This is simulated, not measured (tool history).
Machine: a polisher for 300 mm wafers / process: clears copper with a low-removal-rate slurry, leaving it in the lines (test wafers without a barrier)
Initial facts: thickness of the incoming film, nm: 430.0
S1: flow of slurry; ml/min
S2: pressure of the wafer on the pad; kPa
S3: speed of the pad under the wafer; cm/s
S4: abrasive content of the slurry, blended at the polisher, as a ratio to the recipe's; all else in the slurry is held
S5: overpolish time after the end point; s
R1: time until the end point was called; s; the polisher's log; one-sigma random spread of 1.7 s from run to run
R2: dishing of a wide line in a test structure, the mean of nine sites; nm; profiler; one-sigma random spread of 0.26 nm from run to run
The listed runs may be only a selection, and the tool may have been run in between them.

Run 1, day 0.000: S1 145 ml/min, S2 28.3 kPa, S3 116 cm/s, S4 1.0, S5 17 s. Result: R1 101.23 s, R2 13.443 nm.
Run 2, day 0.242: S1 145 ml/min, S2 28.3 kPa, S3 116 cm/s, S4 0.8, S5 17 s. Result: R1 104.21 s, R2 13.095 nm.
Run 3, day 0.312: S1 145 ml/min, S2 28.3 kPa, S3 96 cm/s, S4 0.8, S5 17 s. Result: R1 125.74 s, R2 12.645 nm.
Run 4, day 0.554: S1 145 ml/min, S2 21.4 kPa, S3 96 cm/s, S4 0.8, S5 17 s. Result: R1 152.88 s, R2 12.560 nm.
Run 5, day 0.696: S1 165 ml/min, S2 21.4 kPa, S3 96 cm/s, S4 0.8, S5 17 s. Result: R1 149.25 s, R2 12.633 nm.
Run 6, day 0.842: S1 165 ml/min, S2 21.4 kPa, S3 96 cm/s, S4 0.8, S5 14 s. Result: R1 151.84 s, R2 11.896 nm.
Run 7, day 1.125: S1 160 ml/min, S2 20.0 kPa, S3 96 cm/s, S4 0.8, S5 15 s. Result: R1 153.56 s, R2 11.866 nm.

Run 8 comes next. What will it give?
Run 8, day 1.175: S1 160 ml/min, S2 18.6 kPa, S3 94 cm/s, S4 0.8, S5 17 s. Result: R1 ?, R2 ?.

R1: 166.79 s
R2: 12.302 nm

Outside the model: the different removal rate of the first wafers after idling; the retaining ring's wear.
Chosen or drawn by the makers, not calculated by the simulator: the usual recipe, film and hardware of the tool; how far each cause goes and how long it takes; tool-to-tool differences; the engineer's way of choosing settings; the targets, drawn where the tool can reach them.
